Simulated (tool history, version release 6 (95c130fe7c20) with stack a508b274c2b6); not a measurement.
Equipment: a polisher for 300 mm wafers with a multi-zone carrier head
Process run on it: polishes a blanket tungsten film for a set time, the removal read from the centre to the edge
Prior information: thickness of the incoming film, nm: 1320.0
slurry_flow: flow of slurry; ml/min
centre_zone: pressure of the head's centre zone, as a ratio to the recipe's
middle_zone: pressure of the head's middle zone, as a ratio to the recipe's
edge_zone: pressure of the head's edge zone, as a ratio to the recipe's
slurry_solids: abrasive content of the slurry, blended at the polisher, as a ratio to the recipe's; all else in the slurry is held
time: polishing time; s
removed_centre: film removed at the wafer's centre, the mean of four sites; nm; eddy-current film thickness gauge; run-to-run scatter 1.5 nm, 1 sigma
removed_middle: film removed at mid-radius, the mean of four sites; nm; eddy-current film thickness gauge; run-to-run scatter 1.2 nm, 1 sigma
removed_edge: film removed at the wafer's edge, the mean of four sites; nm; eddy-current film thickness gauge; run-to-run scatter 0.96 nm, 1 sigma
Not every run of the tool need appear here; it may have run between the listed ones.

{"run": 1, "hour": 0.0, "slurry_flow": 135, "centre_zone": 1.0, "middle_zone": 1.0, "edge_zone": 1.0, "slurry_solids": 1.0, "time": 38, "removed_centre": 158.24, "removed_middle": 150.85, "removed_edge": 154.39}
{"run": 2, "hour": 2.5, "slurry_flow": 130, "centre_zone": 0.98, "middle_zone": 0.99, "edge_zone": 0.97, "slurry_solids": 0.85, "time": 37, "removed_centre": 142.7, "removed_middle": 142.92, "removed_edge": 143.14}
{"run": 3, "hour": 11.4, "slurry_flow": 130, "centre_zone": 0.98, "middle_zone": 0.99, "edge_zone": 1.04, "slurry_solids": 0.85, "time": 37, "removed_centre": 141.53, "removed_middle": 142.57, "removed_edge": 147.44}
{"run": 4, "hour": 15.5, "slurry_flow": 115, "centre_zone": 0.98, "middle_zone": 0.99, "edge_zone": 1.04, "slurry_solids": 0.85, "time": 37, "removed_centre": 136.14, "removed_middle": 138.16, "removed_edge": 145.86}
{"run": 5, "hour": 16.7, "slurry_flow": 115, "centre_zone": 0.98, "middle_zone": 0.99, "edge_zone": 1.04, "slurry_solids": 0.95, "time": 37, "removed_centre": 139.73, "removed_middle": 141.57, "removed_edge": 148.98}
{"run": 6, "hour": 21.1, "slurry_flow": 115, "centre_zone": 0.98, "middle_zone": 0.99, "edge_zone": 1.04, "slurry_solids": 0.8, "time": 37, "removed_centre": 137.47, "removed_middle": 134.26, "removed_edge": 143.59}
{"run": 7, "hour": 23.2, "slurry_flow": 115, "centre_zone": 0.97, "middle_zone": 0.99, "edge_zone": 1.0, "slurry_solids": 0.7, "time": 36, "removed_centre": 128.14, "removed_middle": 132.55, "removed_edge": 133.99}
{"run": 8, "hour": 28.6, "slurry_flow": 110, "centre_zone": 0.97, "middle_zone": 0.97, "edge_zone": 0.97, "slurry_solids": 0.65, "time": 35, "removed_centre": 122.59, "removed_middle": 123.0, "removed_edge": 124.37}
{"run": 9, "hour": 30.9, "slurry_flow": 105, "centre_zone": 0.96, "middle_zone": 0.96, "edge_zone": 0.95, "slurry_solids": 0.6, "time": 35, "removed_centre": 114.97, "removed_middle": 117.63, "removed_edge": 123.2}
{"run": 10, "hour": 33.4, "slurry_flow": 100, "centre_zone": 0.97, "middle_zone": 0.96, "edge_zone": 0.93, "slurry_solids": 0.55, "time": 35, "removed_centre": 113.64, "removed_middle": 115.58, "removed_edge": 117.74}
{"run": 11, "hour": 38.1, "slurry_flow": 95, "centre_zone": 0.97, "middle_zone": 0.96, "edge_zone": 0.92, "slurry_solids": 0.55, "time": 35, "removed_centre": 114.2, "removed_middle": 114.28, "removed_edge": 116.1}
{"run": 12, "hour": 44.5, "slurry_flow": 90, "centre_zone": 0.97, "middle_zone": 0.96, "edge_zone": 0.91, "slurry_solids": 0.55, "time": 35, "removed_centre": 113.83, "removed_middle": 112.04, "removed_edge": 115.27}

Forecast run 13:
{"run": 13, "hour": 53.2, "slurry_flow": 90, "centre_zone": 0.97, "middle_zone": 0.96, "edge_zone": 0.9, "slurry_solids": 0.55, "time": 35, "removed_centre": "?", "removed_middle": "?", "removed_edge": "?"}

{"run 13": {"removed_centre": 113.53, "removed_middle": 114.58, "removed_edge": 113.51}}

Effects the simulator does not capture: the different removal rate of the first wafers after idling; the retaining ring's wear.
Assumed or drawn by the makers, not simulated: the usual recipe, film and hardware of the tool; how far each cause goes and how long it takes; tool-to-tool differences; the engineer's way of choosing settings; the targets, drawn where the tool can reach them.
